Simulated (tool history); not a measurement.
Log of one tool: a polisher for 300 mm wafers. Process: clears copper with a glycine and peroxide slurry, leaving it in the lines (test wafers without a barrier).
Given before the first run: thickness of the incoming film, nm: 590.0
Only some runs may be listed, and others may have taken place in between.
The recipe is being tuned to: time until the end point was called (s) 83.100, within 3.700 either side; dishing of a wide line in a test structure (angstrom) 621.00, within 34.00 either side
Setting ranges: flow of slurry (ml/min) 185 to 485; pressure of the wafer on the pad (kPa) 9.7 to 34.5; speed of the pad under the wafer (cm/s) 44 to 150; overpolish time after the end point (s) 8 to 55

run	hour	flow of slurry (ml/min)	pressure of the wafer on the pad (kPa)	speed of the pad under the wafer (cm/s)	overpolish time after the end point (s)	time until the end point was called (s)	dishing of a wide line in a test structure (angstrom)
1	0.0	310	22.1	96	28	111.890	762.13
2	2.3	310	22.1	72	28	137.790	636.66
3	6.7	310	22.1	72	32	143.250	734.03
4	14.6	310	24.1	74	29	126.830	719.52
5	21.1	310	25.5	74	26	123.980	692.60
6	25.2	235	25.5	74	26	130.790	676.87
7	29.8	260	26.9	76	23	119.950	681.78
8	32.8	285	27.6	78	20	113.440	634.66
9	41.1	300	29.0	78	18	106.650	590.02
10	48.5	315	29.6	78	18	102.710	621.67
11	56.3	330	30.3	78	17	103.720	591.96
12	57.4	315	34.5	90	12	78.996	541.06
# hour 64.6: slurry nozzle cleaned
13	64.6	315	34.5	90	13	77.020	613.00
14	71.2	310	33.1	90	14	78.237	623.18

5 candidate next runs follow, results not yet known. Just one meets every target within its allowed miss. Identify it.
A	77.8	305	31.0	90	15	?	?
B	77.8	285	34.5	96	14	?	?
C	77.8	355	30.3	102	13	?	?
D	77.8	315	31.7	90	17	?	?
E	77.8	285	34.5	72	16	?	?

move	time until the end point was called (s)	dishing of a wide line in a test structure (angstrom)
A	82.523	620.16
B	71.498	658.51
C	74.458	599.47
D	80.723	690.19
E	91.962	607.42
A: every result lands within tolerance
B: the biggest miss grows against the last run
C: the biggest miss grows against the last run
D: the worst result of the last run now meets its target, but another is out of spec
E: the result that was furthest off in the last run now lies on the other side of its target
The right move is A.
